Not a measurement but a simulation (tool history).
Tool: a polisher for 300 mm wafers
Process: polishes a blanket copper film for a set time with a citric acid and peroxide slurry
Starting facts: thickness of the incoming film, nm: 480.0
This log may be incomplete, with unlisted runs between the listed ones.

| run | hour | flow of slurry (ml/min) | pressure of the wafer on the pad (psi) | speed of the pad under the wafer (m/s) | abrasive content of the slurry | polishing time (s) | film removed (nm) |
|---|---|---|---|---|---|---|---|
| 1 | 0 | 245 | 2.7 | 1.02 | 1 | 39 | 96.669 |
| 2 | 8.9 | 245 | 2.7 | 1.02 | 1.1 | 39 | 97.894 |
| 3 | 17.5 | 250 | 2.9 | 1.02 | 1.1 | 39 | 104.96 |
| 4 | 19.7 | 250 | 2.9 | 1.22 | 1.1 | 39 | 125.07 |
| 5 | 28.1 | 255 | 2.9 | 1.22 | 1.1 | 39 | 125.48 |
| 6 | 31.5 | 255 | 2.9 | 1.22 | 1.3 | 39 | 127.56 |
| 7 | 34.9 | 260 | 2.9 | 1.22 | 1.3 | 39 | 129.77 |
| 8 | 43.1 | 265 | 2.9 | 1.22 | 1.3 | 39 | 128.32 |

Predict the results of run 9:
| 9 | 46.8 | 265 | 3 | 1.22 | 1.3 | 39 | ? |

Run 9 yielded film removed (nm) 132.74.
